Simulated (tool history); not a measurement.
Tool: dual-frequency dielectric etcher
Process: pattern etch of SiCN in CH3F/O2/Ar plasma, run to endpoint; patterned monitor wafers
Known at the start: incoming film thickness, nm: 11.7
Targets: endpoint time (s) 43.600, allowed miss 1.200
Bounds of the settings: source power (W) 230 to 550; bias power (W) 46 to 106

| run | hour | source power (W) | bias power (W) | endpoint time (s) |
|---|---|---|---|---|
| 1 | 0.0 | 390 | 76 | 31.681 |
| 2 | 3.8 | 390 | 84 | 29.886 |
| 3 | 5.1 | 370 | 79 | 31.885 |
| 4 | 13.3 | 320 | 79 | 34.147 |
| 5 | 18.7 | 310 | 76 | 35.754 |
| 6 | 20.2 | 310 | 65 | 39.379 |
| 7 | 27.8 | 240 | 58 | 49.824 |
| 8 | 30.0 | 310 | 59 | 41.333 |
| 9 | 32.1 | 300 | 59 | 42.130 |

Which of these 4 next moves meets every target?
| A | 34.2 | 340 | 54 | ? |
| B | 34.2 | 300 | 67 | ? |
| C | 34.2 | 330 | 51 | ? |
| D | 34.2 | 340 | 56 | ? |

| move | endpoint time (s) |
|---|---|
| A | 41.486 |
| B | 39.494 |
| C | 43.702 |
| D | 40.609 |
A: further off than the last run
B: further off than the last run
C: meets every target
D: further off than the last run
Answer: C
